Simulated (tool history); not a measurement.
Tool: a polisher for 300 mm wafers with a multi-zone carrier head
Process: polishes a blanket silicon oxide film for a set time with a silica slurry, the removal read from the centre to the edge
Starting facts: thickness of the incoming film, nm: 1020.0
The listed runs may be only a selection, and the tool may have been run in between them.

run,hour,flow of slurry (ml/min),pressure of the head's centre zone,pressure of the head's middle zone,pressure of the head's edge zone,abrasive content of the slurry,polishing time (s),film removed at the wafer's centre (angstrom),film removed at mid-radius (angstrom),film removed at the wafer's edge (angstrom)
1,0.0,210,1.00,1.00,1.00,1.00,89,3048.7,3086.7,3018.6
2,1.3,200,0.96,0.96,1.00,0.90,87,2739.6,2715.5,2825.1
3,3.6,190,0.92,0.95,1.00,0.80,85,2454.8,2511.1,2657.9
4,11.1,180,0.89,0.94,0.99,0.75,83,2251.2,2371.5,2524.2
5,18.5,180,0.89,0.94,0.93,0.75,83,2280.2,2389.6,2406.5
6,25.0,175,0.87,0.92,0.94,0.70,82,2128.8,2230.1,2406.6
7,27.1,170,0.86,0.91,0.93,0.65,82,2042.5,2113.6,2183.2

Estimate the outcome of run 8 from the log above:
8,32.7,150,0.81,0.88,1.03,0.55,79,?,?,?

film removed at the wafer's centre (angstrom): 1688.3
film removed at mid-radius (angstrom): 1793.9
film removed at the wafer's edge (angstrom): 2061.3

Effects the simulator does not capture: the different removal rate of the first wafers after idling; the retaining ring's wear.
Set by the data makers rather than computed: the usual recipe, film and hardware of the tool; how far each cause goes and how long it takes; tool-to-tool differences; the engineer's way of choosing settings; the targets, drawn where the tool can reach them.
